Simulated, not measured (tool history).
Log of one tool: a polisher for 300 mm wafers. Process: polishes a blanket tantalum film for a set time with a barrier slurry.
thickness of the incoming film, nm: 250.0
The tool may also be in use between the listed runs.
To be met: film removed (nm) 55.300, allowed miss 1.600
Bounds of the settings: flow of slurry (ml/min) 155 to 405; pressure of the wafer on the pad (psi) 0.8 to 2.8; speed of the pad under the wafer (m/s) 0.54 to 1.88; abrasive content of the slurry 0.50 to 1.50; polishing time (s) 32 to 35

run    day  flow of slurry (ml/min)  pressure of the wafer on the pad (psi)  speed of the pad under the wafer (m/s)  abrasive content of the slurry  polishing time (s)  film removed (nm)
  1  0.000                      260                                     1.8                                    1.20                            1.00                  35             72.870
  2  0.362                      260                                     1.7                                    1.20                            1.00                  35             70.017
  3  0.488                      220                                     1.7                                    1.20                            1.00                  35             66.773
  4  0.667                      180                                     1.7                                    1.20                            1.00                  35             65.290
  5  0.696                      155                                     1.7                                    1.20                            1.00                  35             63.948
  6  0.796                      190                                     1.7                                    1.20                            1.00                  35             65.706
  7  1.121                      185                                     1.6                                    1.20                            1.00                  35             62.168
  8  1.150                      180                                     1.5                                    1.20                            1.00                  35             57.809
  9  1.183                      175                                     1.5                                    1.20                            1.00                  35             58.068
 10  1.317                      170                                     1.5                                    1.20                            1.00                  35             58.533

5 next moves are on the table. One of them brings every result within its allowed miss. Which?
  A  1.450                      155                                     1.5                                    1.38                            1.15                  33                  ?
  B  1.450                      275                                     1.2                                    1.32                            0.95                  35                  ?
  C  1.450                      190                                     1.6                                    1.10                            1.05                  35                  ?
  D  1.450                      155                                     1.6                                    1.28                            1.00                  35                  ?
  E  1.450                      170                                     1.6                                    1.30                            0.90                  35                  ?

move  film removed (nm)
   A             64.325
   B             55.494
   C             59.288
   D             64.761
   E             64.753
A: further off than the last run
B: meets every target
C: further off than the last run
D: further off than the last run
E: further off than the last run
The right move is B.
